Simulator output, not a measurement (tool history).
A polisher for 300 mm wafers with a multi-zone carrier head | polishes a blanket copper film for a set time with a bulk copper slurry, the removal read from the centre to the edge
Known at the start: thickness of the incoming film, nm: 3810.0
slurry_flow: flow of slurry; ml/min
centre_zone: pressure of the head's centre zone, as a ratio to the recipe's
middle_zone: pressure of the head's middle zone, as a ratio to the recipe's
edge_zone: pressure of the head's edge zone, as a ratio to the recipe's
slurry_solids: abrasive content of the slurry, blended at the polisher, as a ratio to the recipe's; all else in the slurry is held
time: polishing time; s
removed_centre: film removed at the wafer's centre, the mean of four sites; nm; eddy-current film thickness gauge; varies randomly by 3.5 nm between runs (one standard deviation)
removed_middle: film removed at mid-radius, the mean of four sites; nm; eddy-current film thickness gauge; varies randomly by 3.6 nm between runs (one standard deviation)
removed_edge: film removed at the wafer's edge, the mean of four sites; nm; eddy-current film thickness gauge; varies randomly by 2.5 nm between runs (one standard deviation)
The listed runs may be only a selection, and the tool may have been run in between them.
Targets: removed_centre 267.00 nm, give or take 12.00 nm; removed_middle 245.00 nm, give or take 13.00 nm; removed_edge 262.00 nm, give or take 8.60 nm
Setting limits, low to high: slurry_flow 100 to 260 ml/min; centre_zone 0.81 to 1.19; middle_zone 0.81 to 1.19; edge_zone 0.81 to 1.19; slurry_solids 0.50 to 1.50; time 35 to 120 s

run	hour	slurry_flow	centre_zone	middle_zone	edge_zone	slurry_solids	time	removed_centre	removed_middle	removed_edge
1	0.0	165	1.00	1.00	1.00	1.00	77	398.56	392.77	412.67
2	4.9	165	1.00	1.00	0.96	1.00	77	398.33	390.77	405.06
3	9.0	165	1.00	1.00	0.99	1.00	77	390.40	392.49	414.43
4	10.4	160	1.00	0.98	0.95	0.85	70	348.01	331.47	352.39
5	19.4	155	0.99	0.97	0.92	0.75	67	314.25	309.66	323.51
6	22.8	155	0.91	0.97	0.92	0.75	67	285.56	301.56	318.25
7	28.8	150	1.01	0.88	0.82	0.50	57	250.51	214.65	233.81
8	30.9	165	1.01	0.90	0.85	0.50	57	253.64	230.13	239.44
9	36.2	165	1.01	0.90	0.88	0.55	57	257.10	232.14	251.78

Exactly one of the 4 candidate moves below puts every result within its allowed miss. Which one?
A	41.5	190	0.93	0.92	0.92	0.50	59	?	?	?
B	41.5	125	1.09	0.90	0.81	0.80	54	?	?	?
C	41.5	145	1.04	0.95	0.93	0.55	59	?	?	?
D	41.5	145	0.92	0.94	0.91	0.55	60	?	?	?

move	removed_centre	removed_middle	removed_edge
A	246.00	240.16	262.35
B	265.43	220.65	237.10
C	264.82	238.19	259.41
D	238.75	240.59	261.20
A: corrects the largest miss of the last run, while another result sits out of spec
B: further off than the last run
C: meets every target
D: corrects the largest miss of the last run, while another result sits out of spec
Go with C: it meets all targets.
